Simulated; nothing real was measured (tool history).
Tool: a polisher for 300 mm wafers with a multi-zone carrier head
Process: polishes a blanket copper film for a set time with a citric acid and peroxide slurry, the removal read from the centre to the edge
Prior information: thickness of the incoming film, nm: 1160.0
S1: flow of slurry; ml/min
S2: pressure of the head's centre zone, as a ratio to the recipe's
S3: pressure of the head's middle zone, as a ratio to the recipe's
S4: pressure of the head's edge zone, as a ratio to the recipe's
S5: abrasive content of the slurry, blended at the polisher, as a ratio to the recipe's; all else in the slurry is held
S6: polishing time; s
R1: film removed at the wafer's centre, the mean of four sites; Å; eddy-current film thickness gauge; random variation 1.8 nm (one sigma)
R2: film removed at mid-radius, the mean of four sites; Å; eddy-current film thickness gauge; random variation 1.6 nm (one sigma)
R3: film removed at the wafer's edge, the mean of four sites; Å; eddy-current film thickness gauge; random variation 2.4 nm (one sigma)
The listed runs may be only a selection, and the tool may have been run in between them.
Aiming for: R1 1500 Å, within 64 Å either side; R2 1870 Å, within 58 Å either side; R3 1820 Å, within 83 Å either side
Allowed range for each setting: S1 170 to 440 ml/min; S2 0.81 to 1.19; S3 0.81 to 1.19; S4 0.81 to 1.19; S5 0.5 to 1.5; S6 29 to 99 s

Run 1, hour 0: S1 280 ml/min, S2 1, S3 1, S4 1, S5 1, S6 64 s. Result: R1 1220 Å, R2 1229.7 Å, R3 1220.5 Å.
Run 2, hour 2.1: S1 280 ml/min, S2 0.99, S3 1.01, S4 1.02, S5 1.05, S6 66 s. Result: R1 1242 Å, R2 1283.6 Å, R3 1276.7 Å.
Run 3, hour 2.8: S1 280 ml/min, S2 0.98, S3 1.02, S4 1.03, S5 1.1, S6 68 s. Result: R1 1291.7 Å, R2 1356.6 Å, R3 1331.3 Å.
Run 4, hour 6.7: S1 280 ml/min, S2 0.97, S3 1.03, S4 1.04, S5 1.15, S6 69 s. Result: R1 1289.7 Å, R2 1419.6 Å, R3 1386.7 Å.
Run 5, hour 9.9: S1 280 ml/min, S2 0.97, S3 1.03, S4 1, S5 1.15, S6 69 s. Result: R1 1294.4 Å, R2 1430.9 Å, R3 1369.5 Å.
Run 6, hour 14.3: S1 280 ml/min, S2 0.96, S3 1.03, S4 1.01, S5 1.2, S6 70 s. Result: R1 1300.7 Å, R2 1431 Å, R3 1390.8 Å.
Run 7, hour 18.3: S1 280 ml/min, S2 0.96, S3 1.04, S4 1.03, S5 1.25, S6 71 s. Result: R1 1337.5 Å, R2 1485.9 Å, R3 1421.1 Å.
Run 8, hour 24.9: S1 280 ml/min, S2 0.95, S3 1.04, S4 1.04, S5 1.25, S6 72 s. Result: R1 1347.8 Å, R2 1496.6 Å, R3 1444.7 Å.
Run 9, hour 29.6: S1 280 ml/min, S2 0.94, S3 1.04, S4 1.05, S5 1.3, S6 73 s. Result: R1 1353.7 Å, R2 1539.2 Å, R3 1520.7 Å.
Run 10, hour 30.8: S1 280 ml/min, S2 0.94, S3 1.05, S4 1.06, S5 1.3, S6 74 s. Result: R1 1380.1 Å, R2 1544.9 Å, R3 1493.5 Å.
Run 11, hour 34.8: S1 280 ml/min, S2 0.93, S3 1.05, S4 1.05, S5 1.3, S6 75 s. Result: R1 1375.9 Å, R2 1604 Å, R3 1521.3 Å.
Run 12, hour 40.6: S1 280 ml/min, S2 0.92, S3 1.05, S4 1.06, S5 1.3, S6 76 s. Result: R1 1377.5 Å, R2 1615.2 Å, R3 1572.2 Å.
Run 13, hour 45.8: S1 280 ml/min, S2 0.92, S3 1.05, S4 1.07, S5 1.3, S6 77 s. Result: R1 1413.3 Å, R2 1632.3 Å, R3 1558 Å.
Run 14, hour 51.8: S1 280 ml/min, S2 0.91, S3 1.05, S4 1.07, S5 1.3, S6 78 s. Result: R1 1399.7 Å, R2 1654.8 Å, R3 1586.1 Å.

Exercise: of the 5 proposed moves below, exactly one satisfies all targets within the stated allowed misses. Which move is it?
Run A, hour 57.8: S1 340 ml/min, S2 1.05, S3 1.18, S4 0.99, S5 0.9, S6 67 s. Result: R1 ?, R2 ?, R3 ?.
Run B, hour 57.8: S1 175 ml/min, S2 0.99, S3 1.04, S4 1, S5 1.4, S6 84 s. Result: R1 ?, R2 ?, R3 ?.
Run C, hour 57.8: S1 280 ml/min, S2 0.9, S3 1, S4 1, S5 1.2, S6 84 s. Result: R1 ?, R2 ?, R3 ?.
Run D, hour 57.8: S1 305 ml/min, S2 0.85, S3 1.05, S4 1.08, S5 1.5, S6 85 s. Result: R1 ?, R2 ?, R3 ?.
Run E, hour 57.8: S1 400 ml/min, S2 1, S3 1.19, S4 0.94, S5 1.1, S6 76 s. Result: R1 ?, R2 ?, R3 ?.

move      R1      R2      R3
   A  1338.7  1475.6  1265.4
   B  1604.9  1698.1  1656.9
   C  1486.8  1667.9  1663.9
   D  1494.7  1849.5  1830.9
   E  1517.8  1768.5  1466.3
A: its largest miss is bigger than the last run's
B: moves toward the targets from the last run without getting all of them in spec
C: moves toward the targets from the last run without getting all of them in spec
D: all results in spec
E: its largest miss is bigger than the last run's
The right move is D.
